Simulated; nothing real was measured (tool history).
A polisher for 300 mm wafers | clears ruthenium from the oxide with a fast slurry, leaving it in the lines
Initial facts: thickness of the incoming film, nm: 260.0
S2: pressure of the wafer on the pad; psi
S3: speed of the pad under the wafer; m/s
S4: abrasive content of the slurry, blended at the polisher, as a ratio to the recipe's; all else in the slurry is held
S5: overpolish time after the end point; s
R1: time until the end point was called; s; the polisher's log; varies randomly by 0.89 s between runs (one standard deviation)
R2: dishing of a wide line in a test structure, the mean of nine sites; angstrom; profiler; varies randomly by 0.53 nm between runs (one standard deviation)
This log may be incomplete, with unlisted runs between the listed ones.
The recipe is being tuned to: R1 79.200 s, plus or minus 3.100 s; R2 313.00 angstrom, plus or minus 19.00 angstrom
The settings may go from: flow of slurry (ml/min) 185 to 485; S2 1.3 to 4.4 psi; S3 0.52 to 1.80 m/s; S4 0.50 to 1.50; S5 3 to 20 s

{"run": 1, "hour": 0.0, "flow of slurry (ml/min)": 310, "S2": 2.8, "S3": 1.16, "S4": 1.0, "S5": 10, "R1": 85.491, "R2": 247.63}
{"run": 2, "hour": 7.7, "flow of slurry (ml/min)": 240, "S2": 2.8, "S3": 1.16, "S4": 1.0, "S5": 10, "R1": 90.82, "R2": 239.44}
{"run": 3, "hour": 10.7, "flow of slurry (ml/min)": 260, "S2": 2.9, "S3": 1.16, "S4": 1.0, "S5": 11, "R1": 85.269, "R2": 279.57}
{"run": 4, "hour": 16.1, "flow of slurry (ml/min)": 260, "S2": 2.9, "S3": 0.98, "S4": 1.0, "S5": 11, "R1": 100.78, "R2": 229.23}
{"run": 5, "hour": 16.9, "flow of slurry (ml/min)": 260, "S2": 2.9, "S3": 0.98, "S4": 1.1, "S5": 11, "R1": 93.377, "R2": 246.26}
{"run": 6, "hour": 23.4, "flow of slurry (ml/min)": 260, "S2": 2.9, "S3": 0.7, "S4": 1.1, "S5": 11, "R1": 127.62, "R2": 182.49}
{"run": 7, "hour": 25.9, "flow of slurry (ml/min)": 270, "S2": 3.3, "S3": 0.7, "S4": 1.1, "S5": 11, "R1": 115.44, "R2": 203.86}
{"run": 8, "hour": 33.7, "flow of slurry (ml/min)": 270, "S2": 3.6, "S3": 0.72, "S4": 1.1, "S5": 11, "R1": 104.02, "R2": 220.88}
{"run": 9, "hour": 41.3, "flow of slurry (ml/min)": 270, "S2": 3.8, "S3": 0.74, "S4": 1.1, "S5": 11, "R1": 98.801, "R2": 226.29}
{"run": 10, "hour": 48.0, "flow of slurry (ml/min)": 270, "S2": 4.0, "S3": 0.76, "S4": 1.1, "S5": 11, "R1": 93.04, "R2": 258.38}
{"run": 11, "hour": 50.1, "flow of slurry (ml/min)": 275, "S2": 4.1, "S3": 0.78, "S4": 1.1, "S5": 11, "R1": 88.398, "R2": 258.86}
{"run": 12, "hour": 53.7, "flow of slurry (ml/min)": 275, "S2": 4.2, "S3": 0.8, "S4": 1.1, "S5": 11, "R1": 85.369, "R2": 271.57}
{"run": 13, "hour": 55.2, "flow of slurry (ml/min)": 275, "S2": 4.3, "S3": 0.82, "S4": 1.1, "S5": 11, "R1": 81.431, "R2": 279.43}

Exactly one of the 5 candidate moves below puts every result within its allowed miss. Which one?
{"run": "A", "hour": 56.7, "flow of slurry (ml/min)": 260, "S2": 4.3, "S3": 0.88, "S4": 1.05, "S5": 12, "R1": "?", "R2": "?"}
{"run": "B", "hour": 56.7, "flow of slurry (ml/min)": 335, "S2": 4.0, "S3": 0.84, "S4": 1.15, "S5": 10, "R1": "?", "R2": "?"}
{"run": "C", "hour": 56.7, "flow of slurry (ml/min)": 290, "S2": 4.4, "S3": 0.78, "S4": 1.1, "S5": 10, "R1": "?", "R2": "?"}
{"run": "D", "hour": 56.7, "flow of slurry (ml/min)": 365, "S2": 3.6, "S3": 0.88, "S4": 1.05, "S5": 11, "R1": "?", "R2": "?"}
{"run": "E", "hour": 56.7, "flow of slurry (ml/min)": 360, "S2": 3.7, "S3": 0.76, "S4": 1.3, "S5": 11, "R1": "?", "R2": "?"}

move=A R1=80.785 R2=308.15
move=B R1=81.103 R2=258.83
move=C R1=84.617 R2=248.68
move=D R1=90.175 R2=256.22
move=E R1=86.208 R2=267.31
A: every result within its allowed miss
B: lands further from the targets than the last run did
C: lands further from the targets than the last run did
D: lands further from the targets than the last run did
E: lands further from the targets than the last run did
Correct choice: A, which meets every target

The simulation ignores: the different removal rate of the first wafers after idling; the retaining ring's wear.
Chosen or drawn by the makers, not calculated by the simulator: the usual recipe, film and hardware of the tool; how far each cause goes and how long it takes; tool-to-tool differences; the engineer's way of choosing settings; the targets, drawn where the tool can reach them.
